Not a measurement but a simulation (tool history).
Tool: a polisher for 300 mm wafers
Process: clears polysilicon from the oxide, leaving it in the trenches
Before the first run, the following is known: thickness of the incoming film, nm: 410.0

run,hour,flow of slurry (ml/min),pressure of the wafer on the pad (kPa),speed of the pad under the wafer (m/s),overpolish time after the end point (s),time until the end point was called (s),dishing of a wide line in a test structure (angstrom)
1,0.0,140,11.7,0.88,25,63.324,394.37
2,7.1,125,11.7,0.88,25,64.473,396.83
3,9.3,125,11.7,0.72,25,75.869,384.34
4,15.4,125,9.0,0.72,25,97.567,386.99
5,20.0,125,9.0,0.84,25,87.205,381.17
6,22.4,125,9.0,0.84,31,84.687,401.34
7,25.5,125,12.4,0.88,28,62.421,388.69
8,28.1,140,14.5,0.90,31,51.441,408.20
9,34.8,140,15.9,0.94,29,44.866,410.26

Forecast run 10:
10,42.4,140,16.5,0.98,25,?,?

{"run 10": {"time until the end point was called (s)": 42.359, "dishing of a wide line in a test structure (angstrom)": 411.05}}
